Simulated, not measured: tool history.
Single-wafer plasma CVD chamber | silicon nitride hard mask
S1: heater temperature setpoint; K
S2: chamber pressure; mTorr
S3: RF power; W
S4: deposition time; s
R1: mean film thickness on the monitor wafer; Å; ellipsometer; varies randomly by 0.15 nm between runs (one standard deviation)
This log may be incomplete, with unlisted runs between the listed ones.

run,hour,S1,S2,S3,S4,R1
1,0.0,698.15,1750,340,35.5,443.25
2,1.5,698.15,1850,350,35.5,457.31
3,6.2,698.15,2040,350,35.5,467.50
4,11.8,698.15,2190,350,35.5,474.89
5,19.7,698.15,2190,350,36.7,491.23
6,23.7,698.15,1990,350,36.7,481.66
7,27.7,698.15,2050,355,36.7,490.69
8,31.5,698.15,2100,360,36.7,496.95
9,38.3,698.15,2140,365,36.7,504.00

Predict the results of run 10:
10,41.1,698.15,2180,370,36.7,?

R1: 511.95 Å
